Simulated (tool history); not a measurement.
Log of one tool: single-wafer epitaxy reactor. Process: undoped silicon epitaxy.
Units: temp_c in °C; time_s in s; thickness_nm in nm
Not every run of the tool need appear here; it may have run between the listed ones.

run	hour	temp_c	time_s	thickness_nm
1	0	640	168	25.936
2	1.6	635	168	22.785
3	8.1	630	168	20.066
4	13.2	632	168	21.132
5	14.6	634	168	22.169
6	17.8	636	168	23.391

What will run 7 give?
7	25.1	648	170	?

{"run 7": {"thickness_nm": 31.667}}
